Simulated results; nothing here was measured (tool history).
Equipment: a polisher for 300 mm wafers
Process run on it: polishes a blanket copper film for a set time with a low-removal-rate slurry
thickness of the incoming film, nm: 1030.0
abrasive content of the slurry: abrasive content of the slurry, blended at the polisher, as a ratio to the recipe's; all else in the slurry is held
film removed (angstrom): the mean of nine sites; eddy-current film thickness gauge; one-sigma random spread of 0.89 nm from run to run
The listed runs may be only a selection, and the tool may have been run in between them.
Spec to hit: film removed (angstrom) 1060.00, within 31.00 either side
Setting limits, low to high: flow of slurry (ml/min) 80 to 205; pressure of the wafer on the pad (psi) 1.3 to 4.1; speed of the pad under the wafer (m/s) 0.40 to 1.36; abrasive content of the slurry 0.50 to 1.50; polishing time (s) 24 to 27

run    day  flow of slurry (ml/min)  pressure of the wafer on the pad (psi)  speed of the pad under the wafer (m/s)  abrasive content of the slurry  polishing time (s)  film removed (angstrom)
  1  0.000                      135                                     2.7                                    0.88                            1.00                  27                   656.27
  2  0.354                      145                                     3.1                                    0.88                            1.00                  27                   739.14
  3  0.408                      145                                     3.1                                    0.88                            1.00                  24                   668.79
  4  0.704                      145                                     3.1                                    0.88                            1.00                  24                   676.62
  5  1.071                      145                                     3.4                                    0.92                            1.00                  24                   761.72
  6  1.300                      150                                     3.6                                    0.96                            1.00                  24                   839.01
  7  1.658                      150                                     3.8                                    0.98                            1.00                  24                   910.96
  8  1.979                      150                                     3.9                                    1.00                            1.00                  24                   944.71
  9  2.275                      150                                     3.9                                    1.00                            1.00                  24                   951.29
 10  2.462                      175                                     4.1                                    1.00                            1.00                  24                  1028.00

5 next moves are on the table. One of them brings every result within its allowed miss. Which?
  A  2.650                      195                                     4.1                                    0.92                            0.90                  25                        ?
  B  2.650                      165                                     3.8                                    1.04                            0.95                  26                        ?
  C  2.650                      170                                     4.1                                    0.98                            1.05                  24                        ?
  D  2.650                      175                                     3.4                                    1.06                            0.90                  26                        ?
  E  2.650                      180                                     4.1                                    0.92                            1.00                  25                        ?

move  film removed (angstrom)
   A                   968.20
   B                  1036.90
   C                   995.31
   D                   947.39
   E                   975.03
A: lands further from the targets than the last run did
B: meets every target
C: lands further from the targets than the last run did
D: lands further from the targets than the last run did
E: lands further from the targets than the last run did
B is the move that brings every result within its allowed miss.
